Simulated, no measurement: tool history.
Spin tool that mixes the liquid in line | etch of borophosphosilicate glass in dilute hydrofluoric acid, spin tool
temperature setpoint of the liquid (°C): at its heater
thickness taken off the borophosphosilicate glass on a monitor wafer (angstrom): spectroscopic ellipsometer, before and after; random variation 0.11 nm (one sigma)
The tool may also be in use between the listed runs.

run	hour	temperature setpoint of the liquid (°C)	parts of water to one part of 49 % hydrofluoric acid (parts by volume)	time under the liquid (s)	thickness taken off the borophosphosilicate glass on a monitor wafer (angstrom)
1	0	22	50	15	78.048
2	7.5	22	35	15	114.42
3	15.4	22	45	15	87.248
4	17.7	23.5	40	15	105.9
5	21.5	25	40	15	111.51
6	28.2	25	40	15	112.25
7	31	26	40	15	115.46

The next listed run, before its measurement:
8	35.2	27	40	15	?

thickness taken off the borophosphosilicate glass on a monitor wafer (angstrom): 120.36

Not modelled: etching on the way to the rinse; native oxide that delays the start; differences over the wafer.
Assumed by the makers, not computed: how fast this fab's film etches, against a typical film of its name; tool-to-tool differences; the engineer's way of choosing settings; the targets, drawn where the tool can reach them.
